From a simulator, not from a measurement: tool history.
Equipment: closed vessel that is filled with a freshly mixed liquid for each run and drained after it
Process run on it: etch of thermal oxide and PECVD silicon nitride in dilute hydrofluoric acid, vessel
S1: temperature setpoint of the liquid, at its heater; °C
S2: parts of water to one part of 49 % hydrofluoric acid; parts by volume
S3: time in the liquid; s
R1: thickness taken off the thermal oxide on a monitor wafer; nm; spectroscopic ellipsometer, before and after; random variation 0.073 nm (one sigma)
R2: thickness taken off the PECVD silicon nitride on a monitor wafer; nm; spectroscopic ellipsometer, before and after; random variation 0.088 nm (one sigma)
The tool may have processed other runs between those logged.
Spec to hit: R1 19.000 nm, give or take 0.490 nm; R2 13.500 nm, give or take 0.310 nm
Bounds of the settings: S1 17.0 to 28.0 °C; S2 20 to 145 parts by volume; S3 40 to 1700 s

run	hour	S1	S2	S3	R1	R2
1	0.0	20.0	80	870	40.613	25.697
2	1.4	20.0	100	880	32.168	20.937
3	7.9	20.0	115	885	27.826	18.486
4	10.5	20.0	125	870	24.811	16.702
5	12.2	20.0	125	660	18.828	12.655
6	18.6	20.0	125	990	28.299	18.865
7	23.8	20.5	130	940	26.131	17.858
8	27.6	20.5	135	905	24.173	16.766
9	30.7	20.5	140	880	22.616	15.541
10	34.0	20.5	140	850	21.708	14.993
11	39.5	20.5	140	830	21.263	14.877
12	46.7	20.5	140	815	20.946	14.563
13	52.2	20.5	140	800	20.485	14.314
14	54.2	20.5	140	795	20.458	14.067
15	60.0	20.5	140	785	20.149	13.942
16	62.8	20.5	140	780	20.109	13.785
17	66.2	20.5	140	780	20.037	13.826
18	70.7	20.5	140	775	19.955	13.776
19	77.4	21.5	145	770	19.693	14.164
20	80.4	21.5	145	765	19.585	13.959
21	89.3	21.5	145	760	19.413	13.860
22	92.7	21.5	145	755	19.337	13.988

Which of these 5 next moves meets every target?
A	96.1	23.0	135	660	?	?
B	96.1	19.0	145	825	?	?
C	96.1	21.5	135	725	?	?
D	96.1	25.0	135	575	?	?
E	96.1	23.5	100	450	?	?

move	R1	R2
A	19.472	14.385
B	19.129	12.852
C	20.165	14.315
D	18.327	14.270
E	19.047	13.625
A: its largest miss is bigger than the last run's
B: the result that was furthest off in the last run now lies on the other side of its target
C: its largest miss is bigger than the last run's
D: its largest miss is bigger than the last run's
E: in spec on every target
So the answer is move E, the one that meets all the targets.
